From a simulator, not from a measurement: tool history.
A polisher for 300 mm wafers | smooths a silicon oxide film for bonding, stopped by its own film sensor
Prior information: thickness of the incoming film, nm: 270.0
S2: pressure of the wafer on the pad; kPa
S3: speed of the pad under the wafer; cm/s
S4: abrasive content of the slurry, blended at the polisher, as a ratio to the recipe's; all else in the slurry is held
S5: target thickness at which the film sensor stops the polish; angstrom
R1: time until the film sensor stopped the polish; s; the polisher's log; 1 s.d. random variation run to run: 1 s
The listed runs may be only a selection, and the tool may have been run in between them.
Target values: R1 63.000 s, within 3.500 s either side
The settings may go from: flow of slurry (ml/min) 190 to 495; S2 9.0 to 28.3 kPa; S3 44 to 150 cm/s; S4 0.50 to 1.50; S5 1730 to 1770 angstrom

run 1 day=0.000 | flow_of_slurry_(ml/min)=320 S2=18.6 S3=96 S4=1.00 S5=1770 | R1=101.360
run 2 day=0.233 | flow_of_slurry_(ml/min)=265 S2=18.6 S3=96 S4=1.00 S5=1770 | R1=102.110
run 3 day=0.354 | flow_of_slurry_(ml/min)=190 S2=18.6 S3=96 S4=1.00 S5=1770 | R1=102.080
run 4 day=0.646 | flow_of_slurry_(ml/min)=190 S2=20.7 S3=98 S4=1.00 S5=1770 | R1=95.885
run 5 day=0.996 | flow_of_slurry_(ml/min)=190 S2=20.7 S3=78 S4=1.00 S5=1770 | R1=110.760
run 6 day=1.346 | flow_of_slurry_(ml/min)=190 S2=20.7 S3=78 S4=1.15 S5=1770 | R1=100.050
run 7 day=1.608 | flow_of_slurry_(ml/min)=190 S2=22.1 S3=84 S4=1.15 S5=1770 | R1=92.752
run 8 day=1.854 | flow_of_slurry_(ml/min)=190 S2=23.4 S3=90 S4=1.15 S5=1770 | R1=83.104
run 9 day=1.896 | flow_of_slurry_(ml/min)=190 S2=24.1 S3=94 S4=1.15 S5=1770 | R1=79.794
run 10 day=1.958 | flow_of_slurry_(ml/min)=190 S2=24.8 S3=98 S4=1.15 S5=1770 | R1=77.869

Below are 4 possible settings for the next run. Only one of them brings all results inside the allowed miss of their targets. Which is it?
run A day=2.021 | flow_of_slurry_(ml/min)=190 S2=25.5 S3=120 S4=1.25 S5=1770 | R1=?
run B day=2.021 | flow_of_slurry_(ml/min)=190 S2=24.1 S3=118 S4=1.25 S5=1760 | R1=?
run C day=2.021 | flow_of_slurry_(ml/min)=210 S2=24.1 S3=104 S4=1.10 S5=1770 | R1=?
run D day=2.021 | flow_of_slurry_(ml/min)=195 S2=24.8 S3=102 S4=1.20 S5=1770 | R1=?

move=A R1=65.034
move=B R1=69.399
move=C R1=77.620
move=D R1=74.677
A: all results land within tolerance of their targets
B: gains on the last run, yet a result remains outside its allowed miss
C: no better and no worse than the last run
D: gains on the last run, yet a result remains outside its allowed miss
Correct choice: A, which meets every target
